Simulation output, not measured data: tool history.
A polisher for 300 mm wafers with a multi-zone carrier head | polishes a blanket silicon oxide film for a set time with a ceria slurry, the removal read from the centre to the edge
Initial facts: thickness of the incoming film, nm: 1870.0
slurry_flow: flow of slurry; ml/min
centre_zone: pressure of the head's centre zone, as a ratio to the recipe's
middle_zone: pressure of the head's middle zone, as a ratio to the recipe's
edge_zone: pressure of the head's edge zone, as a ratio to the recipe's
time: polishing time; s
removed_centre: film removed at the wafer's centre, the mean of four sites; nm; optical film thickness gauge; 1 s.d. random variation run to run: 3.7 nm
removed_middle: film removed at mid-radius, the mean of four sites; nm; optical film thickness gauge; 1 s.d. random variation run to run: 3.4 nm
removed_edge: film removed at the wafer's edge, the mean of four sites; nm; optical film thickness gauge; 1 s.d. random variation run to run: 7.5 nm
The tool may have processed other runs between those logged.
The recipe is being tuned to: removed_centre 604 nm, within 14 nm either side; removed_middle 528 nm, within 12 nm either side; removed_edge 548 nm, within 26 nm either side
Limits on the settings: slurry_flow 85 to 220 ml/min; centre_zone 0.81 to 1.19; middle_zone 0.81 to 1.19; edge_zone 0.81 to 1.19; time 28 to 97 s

run,hour,slurry_flow,centre_zone,middle_zone,edge_zone,time,removed_centre,removed_middle,removed_edge
1,0,140,1,1,1,62,353.67,354,368.39
2,6.6,140,1.03,1,1,62,368.9,352.74,362.69
3,12.7,120,1.03,1,1,62,345.23,341.24,355.35
4,13.7,140,1.05,1.02,1.05,67,400.5,388.14,416.53
5,18.8,160,1.09,1.05,1.07,69,439.39,420.86,428.95
6,20,195,1.09,1.05,1.07,69,456.93,435.66,436.12
7,21.5,210,1.19,1.07,1.17,81,586.39,528.31,541.91
8,26,210,1.19,1.06,1.16,81,581.96,527.96,537.15
9,33.1,220,1.19,1,1.13,83,603.01,517.62,539.63
10,36.8,220,1.19,1.01,1.14,83,610.71,512.99,542.41

Exactly one of the 5 candidate moves below puts every result within its allowed miss. Which one?
A,40.5,205,1.17,0.94,1.19,85,?,?,?
B,40.5,195,1.19,1,1.19,82,?,?,?
C,40.5,220,1.19,0.95,1.11,82,?,?,?
D,40.5,190,1.19,0.9,1.02,88,?,?,?
E,40.5,210,1.19,1.04,1.17,84,?,?,?

move,removed_centre,removed_middle,removed_edge
A,600.39,498.61,570.51
B,583.99,502.96,546.98
C,594.89,490.01,536.73
D,623.56,492.37,546.63
E,605.53,538.34,559.99
A: misses by more than the last run did
B: misses by more than the last run did
C: misses by more than the last run did
D: misses by more than the last run did
E: meets every target
Correct choice: E, which meets every target

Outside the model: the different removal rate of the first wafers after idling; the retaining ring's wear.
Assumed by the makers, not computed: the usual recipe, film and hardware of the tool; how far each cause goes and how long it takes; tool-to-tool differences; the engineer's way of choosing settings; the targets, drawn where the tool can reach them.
